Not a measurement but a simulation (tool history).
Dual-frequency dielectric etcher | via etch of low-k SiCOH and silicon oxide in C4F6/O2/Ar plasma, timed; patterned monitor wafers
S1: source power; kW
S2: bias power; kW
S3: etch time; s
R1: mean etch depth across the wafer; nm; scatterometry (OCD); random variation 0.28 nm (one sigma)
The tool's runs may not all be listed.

run,hour,S1,S2,S3,R1
1,0,0.41,0.159,59,152.85
2,5,0.41,0.159,62,160.44
3,11.6,0.37,0.159,62,152.79
4,19,0.31,0.159,62,139.01
5,27.2,0.31,0.187,62,149.99
6,32.7,0.3,0.173,61.5,141.02
7,37.5,0.29,0.162,61,132.63

Forecast run 8:
8,38.6,0.28,0.155,61,?

R1: 126.68 nm

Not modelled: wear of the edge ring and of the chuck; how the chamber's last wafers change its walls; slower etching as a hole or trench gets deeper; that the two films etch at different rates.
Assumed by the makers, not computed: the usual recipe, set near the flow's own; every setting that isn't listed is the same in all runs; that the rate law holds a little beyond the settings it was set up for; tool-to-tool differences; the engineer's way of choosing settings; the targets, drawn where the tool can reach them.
